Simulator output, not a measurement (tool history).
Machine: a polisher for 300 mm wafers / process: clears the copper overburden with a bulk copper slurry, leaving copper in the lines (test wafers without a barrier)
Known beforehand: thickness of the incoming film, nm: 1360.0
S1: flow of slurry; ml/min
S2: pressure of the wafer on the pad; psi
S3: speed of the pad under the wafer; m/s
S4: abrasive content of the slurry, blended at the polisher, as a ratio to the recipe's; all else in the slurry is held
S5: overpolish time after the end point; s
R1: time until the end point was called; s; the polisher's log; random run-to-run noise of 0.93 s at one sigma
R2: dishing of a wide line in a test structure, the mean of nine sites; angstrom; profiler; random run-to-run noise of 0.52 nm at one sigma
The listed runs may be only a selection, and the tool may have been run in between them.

run 1 hour=0 | S1=235 S2=3.3 S3=1.4 S4=1 S5=10 | R1=91.758 R2=393.8
run 2 hour=8.7 | S1=235 S2=3.3 S3=1.5 S4=1 S5=8 | R1=88.707 R2=379.66
run 3 hour=14.3 | S1=235 S2=3.8 S3=1.5 S4=1 S5=8 | R1=78.396 R2=379.5
run 4 hour=16.5 | S1=210 S2=3.8 S3=1.5 S4=1 S5=8 | R1=81.672 R2=398.52
run 5 hour=22.4 | S1=245 S2=3.9 S3=1.5 S4=1 S5=7 | R1=78.237 R2=380.99
run 6 hour=25.2 | S1=245 S2=3.9 S3=1.5 S4=1 S5=3 | R1=75.887 R2=247.75
run 7 hour=30.2 | S1=245 S2=3.9 S3=1.5 S4=1 S5=3 | R1=77.26 R2=249.55

Predict the results of run 8:
run 8 hour=38.2 | S1=245 S2=4.1 S3=1.5 S4=1 S5=3 | R1=? R2=?

R1: 76.121 s
R2: 271.71 angstrom

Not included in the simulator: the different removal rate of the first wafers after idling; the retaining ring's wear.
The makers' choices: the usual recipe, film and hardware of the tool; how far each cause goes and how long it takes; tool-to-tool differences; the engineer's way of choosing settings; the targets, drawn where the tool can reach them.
